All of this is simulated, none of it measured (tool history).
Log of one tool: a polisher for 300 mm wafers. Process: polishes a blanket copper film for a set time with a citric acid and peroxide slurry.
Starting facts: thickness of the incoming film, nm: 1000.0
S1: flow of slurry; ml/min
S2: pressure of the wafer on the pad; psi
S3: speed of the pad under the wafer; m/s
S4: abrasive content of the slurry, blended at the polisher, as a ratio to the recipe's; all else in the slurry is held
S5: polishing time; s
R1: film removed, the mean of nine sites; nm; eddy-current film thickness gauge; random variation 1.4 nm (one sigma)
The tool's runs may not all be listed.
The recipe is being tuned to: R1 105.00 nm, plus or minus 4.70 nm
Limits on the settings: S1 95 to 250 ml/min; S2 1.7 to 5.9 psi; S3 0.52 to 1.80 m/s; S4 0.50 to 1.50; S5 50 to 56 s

run,hour,S1,S2,S3,S4,S5,R1
1,0.0,160,3.8,1.16,1.00,56,169.06
2,1.5,160,3.8,1.16,0.85,56,169.54
3,5.3,160,3.8,1.16,0.95,56,169.09
4,10.7,160,3.5,1.16,0.95,56,159.64
5,12.0,160,3.5,1.16,0.80,56,154.21
6,14.3,160,3.3,1.16,0.80,56,146.12
7,21.2,160,3.1,1.16,0.80,56,143.38
8,30.0,160,2.9,1.16,0.80,56,136.29
9,34.0,160,2.7,1.16,0.80,56,125.61
10,40.2,160,2.6,1.16,0.80,56,125.83
11,48.1,160,2.6,1.16,0.80,56,127.10
12,54.8,160,2.5,1.16,0.80,56,119.80
13,58.7,160,2.4,1.16,0.80,56,118.86
14,65.1,160,2.3,1.16,0.80,56,113.24
15,72.4,155,2.2,1.16,0.80,56,109.90

Which one of the following 5 next-run settings gets every result inside its allowed miss? There is exactly one.
A,79.7,195,2.9,1.10,0.65,51,?
B,79.7,170,2.8,1.00,0.90,53,?
C,79.7,110,2.2,1.36,0.65,56,?
D,79.7,140,2.3,1.24,0.75,55,?
E,79.7,170,2.1,1.08,0.85,56,?

move,R1
A,119.07
B,114.81
C,113.76
D,114.66
E,103.49
A: misses by more than the last run did
B: misses by more than the last run did
C: misses by more than the last run did
D: misses by more than the last run did
E: every result within its allowed miss
The move that meets every target is E.

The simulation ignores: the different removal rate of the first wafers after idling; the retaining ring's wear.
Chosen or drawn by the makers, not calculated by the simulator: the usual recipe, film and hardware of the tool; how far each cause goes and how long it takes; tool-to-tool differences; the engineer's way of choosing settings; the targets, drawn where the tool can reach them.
